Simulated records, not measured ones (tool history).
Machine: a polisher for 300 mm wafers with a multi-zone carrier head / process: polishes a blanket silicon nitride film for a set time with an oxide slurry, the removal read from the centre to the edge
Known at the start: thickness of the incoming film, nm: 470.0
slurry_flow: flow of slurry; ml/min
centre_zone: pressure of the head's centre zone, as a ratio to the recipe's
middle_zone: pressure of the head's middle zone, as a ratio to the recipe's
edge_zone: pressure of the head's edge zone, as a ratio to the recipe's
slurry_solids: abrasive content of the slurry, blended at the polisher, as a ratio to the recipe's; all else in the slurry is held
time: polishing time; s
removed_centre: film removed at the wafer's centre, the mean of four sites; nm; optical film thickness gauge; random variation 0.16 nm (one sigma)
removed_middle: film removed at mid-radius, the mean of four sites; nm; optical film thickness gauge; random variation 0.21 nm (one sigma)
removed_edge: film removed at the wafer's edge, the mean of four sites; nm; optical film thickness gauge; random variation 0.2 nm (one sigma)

run,hour,slurry_flow,centre_zone,middle_zone,edge_zone,slurry_solids,time,removed_centre,removed_middle,removed_edge
1,0.0,190,1.00,1.00,1.00,1.00,44,17.926,18.455,18.165
2,8.2,195,1.01,1.02,1.02,1.05,44,18.381,19.225,18.801
3,14.0,195,1.01,0.97,1.02,1.05,44,18.710,18.338,18.826
4,14.5,195,1.01,0.97,1.06,1.05,44,18.786,18.064,19.201
5,19.9,205,1.02,1.00,1.07,1.10,44,19.519,19.402,19.676
6,28.1,205,1.02,1.00,1.07,1.10,51,22.381,22.642,22.923
7,28.9,215,1.02,1.01,1.07,1.10,51,22.719,22.857,23.409

The next listed run, before its measurement:
8,36.1,265,1.04,1.11,1.00,1.10,51,?,?,?

removed_centre: 23.735 nm
removed_middle: 25.306 nm
removed_edge: 22.660 nm

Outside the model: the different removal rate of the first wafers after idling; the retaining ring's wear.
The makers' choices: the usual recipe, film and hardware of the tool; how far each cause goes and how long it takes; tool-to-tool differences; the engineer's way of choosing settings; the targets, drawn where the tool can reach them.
